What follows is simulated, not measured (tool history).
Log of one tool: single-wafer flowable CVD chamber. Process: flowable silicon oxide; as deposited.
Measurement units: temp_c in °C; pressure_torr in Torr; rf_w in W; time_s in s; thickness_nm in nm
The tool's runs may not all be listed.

| run | hour | temp_c | pressure_torr | rf_w | time_s | thickness_nm |
|---|---|---|---|---|---|---|
| 1 | 0.0 | 105 | 0.781 | 1520 | 330 | 142.09 |
| 2 | 7.8 | 105 | 0.781 | 1520 | 330 | 143.60 |
| 3 | 14.1 | 112 | 0.781 | 1520 | 330 | 117.16 |
| 4 | 16.0 | 112 | 0.781 | 1520 | 341 | 121.09 |
| 5 | 19.7 | 112 | 0.781 | 1700 | 341 | 124.58 |
| 6 | 22.5 | 112 | 0.666 | 1700 | 341 | 106.62 |

Predict the results of run 7:
| 7 | 27.0 | 106 | 0.667 | 1700 | 341 | ? |

thickness_nm: 127.50 nm

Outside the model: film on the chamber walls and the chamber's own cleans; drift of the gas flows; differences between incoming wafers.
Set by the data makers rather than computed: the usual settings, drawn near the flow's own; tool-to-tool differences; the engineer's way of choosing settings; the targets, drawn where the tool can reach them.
